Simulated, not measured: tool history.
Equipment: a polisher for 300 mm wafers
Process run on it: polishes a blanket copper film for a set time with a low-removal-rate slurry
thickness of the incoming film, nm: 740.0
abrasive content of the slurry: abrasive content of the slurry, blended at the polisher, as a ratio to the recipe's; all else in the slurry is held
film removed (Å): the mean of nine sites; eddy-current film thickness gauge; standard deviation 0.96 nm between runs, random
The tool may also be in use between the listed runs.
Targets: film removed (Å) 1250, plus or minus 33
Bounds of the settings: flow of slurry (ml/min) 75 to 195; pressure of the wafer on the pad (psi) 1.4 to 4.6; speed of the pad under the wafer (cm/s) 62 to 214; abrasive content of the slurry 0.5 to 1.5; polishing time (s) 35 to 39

| run | hour | flow of slurry (ml/min) | pressure of the wafer on the pad (psi) | speed of the pad under the wafer (cm/s) | abrasive content of the slurry | polishing time (s) | film removed (Å) |
|---|---|---|---|---|---|---|---|
| 1 | 0 | 125 | 3 | 138 | 1 | 39 | 1610.7 |
| 2 | 1.8 | 125 | 3 | 158 | 1 | 39 | 1840.2 |
| 3 | 6.6 | 125 | 3 | 186 | 1 | 39 | 2152.4 |
| 4 | 13.9 | 125 | 2.6 | 186 | 1 | 39 | 1933.2 |
| 5 | 16.8 | 115 | 2.2 | 184 | 1 | 39 | 1687.7 |
| 6 | 21.1 | 115 | 2.2 | 184 | 1.15 | 39 | 1719 |
| 7 | 24.3 | 110 | 1.9 | 182 | 1.15 | 39 | 1553.8 |
| 8 | 27.6 | 95 | 1.4 | 174 | 1.15 | 39 | 1199.4 |

Which one of the following 5 next-run settings gets every result inside its allowed miss? There is exactly one.
| A | 30.9 | 100 | 1.5 | 180 | 1.15 | 36 | ? |
| B | 30.9 | 90 | 1.6 | 178 | 1.15 | 35 | ? |
| C | 30.9 | 75 | 1.7 | 182 | 1.05 | 35 | ? |
| D | 30.9 | 75 | 1.9 | 154 | 1.2 | 39 | ? |
| E | 30.9 | 110 | 1.6 | 150 | 1.2 | 39 | ? |

| move | film removed (Å) |
|---|---|
| A | 1178 |
| B | 1158.2 |
| C | 1161.1 |
| D | 1228.4 |
| E | 1145 |
A: lands further from the targets than the last run did
B: lands further from the targets than the last run did
C: lands further from the targets than the last run did
D: meets every target
E: lands further from the targets than the last run did
Answer: D

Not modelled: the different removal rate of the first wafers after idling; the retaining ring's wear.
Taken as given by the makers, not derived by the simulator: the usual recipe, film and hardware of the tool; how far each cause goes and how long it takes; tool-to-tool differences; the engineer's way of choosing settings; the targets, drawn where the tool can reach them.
